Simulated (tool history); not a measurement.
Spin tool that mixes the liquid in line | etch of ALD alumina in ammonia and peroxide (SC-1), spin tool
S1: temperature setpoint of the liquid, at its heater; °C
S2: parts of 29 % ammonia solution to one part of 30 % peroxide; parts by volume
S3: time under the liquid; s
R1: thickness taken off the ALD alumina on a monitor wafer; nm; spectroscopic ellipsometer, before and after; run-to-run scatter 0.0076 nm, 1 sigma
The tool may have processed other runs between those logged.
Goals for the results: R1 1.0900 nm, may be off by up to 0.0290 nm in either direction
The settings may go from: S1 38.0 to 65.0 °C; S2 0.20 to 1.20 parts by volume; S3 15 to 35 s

{"run": 1, "hour": 0.0, "S1": 49.0, "S2": 0.9, "S3": 35, "R1": 1.4586}
{"run": 2, "hour": 3.6, "S1": 48.5, "S2": 0.9, "S3": 35, "R1": 1.4049}
{"run": 3, "hour": 7.5, "S1": 48.0, "S2": 0.9, "S3": 35, "R1": 1.3665}
{"run": 4, "hour": 14.3, "S1": 47.5, "S2": 0.9, "S3": 35, "R1": 1.3312}
{"run": 5, "hour": 21.2, "S1": 47.0, "S2": 0.9, "S3": 35, "R1": 1.3004}
{"run": 6, "hour": 21.7, "S1": 47.0, "S2": 1.05, "S3": 35, "R1": 1.3083}
{"run": 7, "hour": 25.4, "S1": 46.5, "S2": 1.05, "S3": 35, "R1": 1.274}
{"run": 8, "hour": 29.2, "S1": 46.0, "S2": 1.05, "S3": 35, "R1": 1.2407}
{"run": 9, "hour": 34.1, "S1": 45.5, "S2": 1.05, "S3": 35, "R1": 1.199}
{"run": 10, "hour": 42.3, "S1": 44.5, "S2": 1.05, "S3": 35, "R1": 1.1287}

5 next moves are on the table. One of them brings every result within its allowed miss. Which?
{"run": "A", "hour": 50.5, "S1": 44.5, "S2": 1.2, "S3": 35, "R1": "?"}
{"run": "B", "hour": 50.5, "S1": 43.5, "S2": 1.15, "S3": 35, "R1": "?"}
{"run": "C", "hour": 50.5, "S1": 42.5, "S2": 1.2, "S3": 35, "R1": "?"}
{"run": "D", "hour": 50.5, "S1": 45.0, "S2": 1.0, "S3": 35, "R1": "?"}
{"run": "E", "hour": 50.5, "S1": 45.5, "S2": 0.95, "S3": 35, "R1": "?"}

move=A R1=1.1436
move=B R1=1.0755
move=C R1=1.0193
move=D R1=1.1564
move=E R1=1.1839
A: further off than the last run
B: meets every target
C: moves the result that the last run missed by most past its target, out the other side
D: further off than the last run
E: further off than the last run
The move that meets every target is B.
